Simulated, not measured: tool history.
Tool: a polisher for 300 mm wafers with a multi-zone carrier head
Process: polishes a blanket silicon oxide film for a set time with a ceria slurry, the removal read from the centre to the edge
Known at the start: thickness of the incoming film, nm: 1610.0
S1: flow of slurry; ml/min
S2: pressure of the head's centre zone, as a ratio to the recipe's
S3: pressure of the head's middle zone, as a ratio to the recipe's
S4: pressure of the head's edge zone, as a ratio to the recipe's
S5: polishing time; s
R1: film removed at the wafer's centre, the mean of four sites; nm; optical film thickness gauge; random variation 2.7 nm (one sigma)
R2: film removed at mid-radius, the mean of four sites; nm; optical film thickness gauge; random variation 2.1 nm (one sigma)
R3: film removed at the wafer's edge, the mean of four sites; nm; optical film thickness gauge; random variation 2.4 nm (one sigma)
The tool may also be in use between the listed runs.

run,hour,S1,S2,S3,S4,S5,R1,R2,R3
1,0,195,1,1,1,75,283.71,274.17,275.26
2,6,195,0.97,1,1,75,269.77,264.51,272.71
3,7.2,185,0.93,0.96,0.99,74,255.47,253.23,260.93
4,16,145,0.93,0.96,0.99,74,251.24,241.4,260.24
5,20.8,145,0.9,0.96,0.99,74,237.81,243.87,257.98
6,22.2,120,0.9,0.96,0.99,74,233.67,230.85,252.43

Forecast run 7:
7,28.4,120,0.88,0.93,1.01,73,?,?,?

{"run 7": {"R1": 214.75, "R2": 225.73, "R3": 251.84}}
